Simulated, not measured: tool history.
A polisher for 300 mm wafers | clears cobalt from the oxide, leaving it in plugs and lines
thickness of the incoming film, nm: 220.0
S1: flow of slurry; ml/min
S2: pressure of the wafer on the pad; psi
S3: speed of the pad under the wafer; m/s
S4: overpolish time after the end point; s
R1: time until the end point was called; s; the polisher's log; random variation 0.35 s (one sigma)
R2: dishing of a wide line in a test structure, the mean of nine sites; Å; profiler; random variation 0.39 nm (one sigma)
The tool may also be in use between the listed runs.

run	hour	S1	S2	S3	S4	R1	R2
1	0	195	2.2	0.96	27	46.409	466.18
2	1.7	195	2.2	1.14	27	39.253	479.04
3	10.5	195	2.5	1.14	27	35.12	497.21
4	12	195	2.5	1.3	27	31.099	495.85
5	20.3	195	2.9	1.3	27	27.466	518.16
6	23.9	195	2.7	1.32	24	28.654	507.93
7	30	235	3.3	1.04	11	28.707	404.37
8	38.2	245	3.3	1	11	30.061	390.62
9	41.3	255	3.3	0.96	11	30.96	392.48
10	42.5	260	3.3	0.92	11	31.227	388.93
11	49.1	265	3.3	0.88	11	33.582	382.25
12	51.2	270	3.3	0.86	11	33.653	370.55
13	54	275	3.3	0.84	11	33.817	366.76
14	61.5	275	3.3	0.84	11	34.922	381.91

The next listed run, before its measurement:
15	64.3	255	3.3	0.82	11	?	?

Run 15 gave R1 34.811 s, R2 365.11 Å.
